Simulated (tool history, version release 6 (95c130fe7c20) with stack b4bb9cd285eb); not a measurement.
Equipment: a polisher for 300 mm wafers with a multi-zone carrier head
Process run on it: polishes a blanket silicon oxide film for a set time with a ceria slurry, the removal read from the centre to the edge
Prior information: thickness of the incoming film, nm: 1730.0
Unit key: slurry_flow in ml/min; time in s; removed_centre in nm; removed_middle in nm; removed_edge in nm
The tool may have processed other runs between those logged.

{"run": 1, "hour": 0.0, "slurry_flow": 295, "centre_zone": 1.0, "middle_zone": 1.0, "edge_zone": 1.0, "time": 53, "removed_centre": 307.44, "removed_middle": 314.68, "removed_edge": 319.1}
{"run": 2, "hour": 2.3, "slurry_flow": 295, "centre_zone": 1.0, "middle_zone": 1.0, "edge_zone": 1.0, "time": 66, "removed_centre": 387.69, "removed_middle": 392.45, "removed_edge": 387.4}
{"run": 3, "hour": 10.0, "slurry_flow": 295, "centre_zone": 1.0, "middle_zone": 1.0, "edge_zone": 1.01, "time": 66, "removed_centre": 386.49, "removed_middle": 387.8, "removed_edge": 392.39}
{"run": 4, "hour": 18.3, "slurry_flow": 295, "centre_zone": 1.0, "middle_zone": 1.03, "edge_zone": 1.01, "time": 66, "removed_centre": 383.03, "removed_middle": 389.09, "removed_edge": 396.99}
{"run": 5, "hour": 27.0, "slurry_flow": 295, "centre_zone": 1.0, "middle_zone": 1.03, "edge_zone": 1.01, "time": 55, "removed_centre": 323.29, "removed_middle": 332.23, "removed_edge": 330.35}
{"run": 6, "hour": 35.6, "slurry_flow": 300, "centre_zone": 1.01, "middle_zone": 1.04, "edge_zone": 1.03, "time": 56, "removed_centre": 335.1, "removed_middle": 339.54, "removed_edge": 336.62}

Forecast run 7:
{"run": 7, "hour": 43.8, "slurry_flow": 295, "centre_zone": 1.01, "middle_zone": 1.04, "edge_zone": 1.04, "time": 58, "removed_centre": "?", "removed_middle": "?", "removed_edge": "?"}

Run 7 came out at removed_centre 342.30 nm, removed_middle 350.59 nm, removed_edge 354.13 nm.
